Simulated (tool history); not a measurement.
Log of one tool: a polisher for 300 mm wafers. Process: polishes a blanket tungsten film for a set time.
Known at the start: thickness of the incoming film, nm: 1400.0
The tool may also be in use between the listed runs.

run	hour	flow of slurry (ml/min)	pressure of the wafer on the pad (kPa)	speed of the pad under the wafer (m/s)	abrasive content of the slurry	polishing time (s)	film removed (nm)
1	0	230	33.1	1.14	1	50	346.45
2	8.9	230	33.1	1.14	1.2	50	363.43
3	9.7	230	31.7	1.14	1.2	50	354.38
4	17.6	230	30.3	1.14	1.2	50	340.52
5	25.7	230	29.6	1.14	1.2	50	329.25
6	30.1	230	29	1.14	1.2	50	323.21
7	36.9	230	28.3	1.14	1.2	50	312.65

Forecast run 8:
8	38	230	27.6	1.14	1.2	50	?

Run 8 gave film removed (nm) 307.07.
